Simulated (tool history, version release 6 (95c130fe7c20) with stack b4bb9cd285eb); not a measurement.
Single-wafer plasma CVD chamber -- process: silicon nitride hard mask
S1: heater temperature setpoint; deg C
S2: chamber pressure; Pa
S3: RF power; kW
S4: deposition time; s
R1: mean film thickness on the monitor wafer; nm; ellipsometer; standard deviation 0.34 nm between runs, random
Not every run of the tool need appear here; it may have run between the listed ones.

{"run": 1, "day": 0.0, "S1": 415, "S2": 165, "S3": 0.34, "S4": 76.0, "R1": 83.673}
{"run": 2, "day": 0.292, "S1": 415, "S2": 165, "S3": 0.34, "S4": 76.0, "R1": 84.574}
{"run": 3, "day": 0.492, "S1": 423, "S2": 165, "S3": 0.34, "S4": 76.0, "R1": 84.309}
{"run": 4, "day": 0.767, "S1": 433, "S2": 165, "S3": 0.34, "S4": 76.0, "R1": 82.766}
{"run": 5, "day": 1.133, "S1": 433, "S2": 188, "S3": 0.34, "S4": 76.0, "R1": 87.628}
{"run": 6, "day": 1.488, "S1": 433, "S2": 200, "S3": 0.34, "S4": 76.0, "R1": 90.006}
{"run": 7, "day": 1.717, "S1": 434, "S2": 188, "S3": 0.325, "S4": 76.0, "R1": 85.079}

Forecast run 8:
{"run": 8, "day": 2.004, "S1": 435, "S2": 177, "S3": 0.315, "S4": 76.0, "R1": "?"}

R1: 80.525 nm

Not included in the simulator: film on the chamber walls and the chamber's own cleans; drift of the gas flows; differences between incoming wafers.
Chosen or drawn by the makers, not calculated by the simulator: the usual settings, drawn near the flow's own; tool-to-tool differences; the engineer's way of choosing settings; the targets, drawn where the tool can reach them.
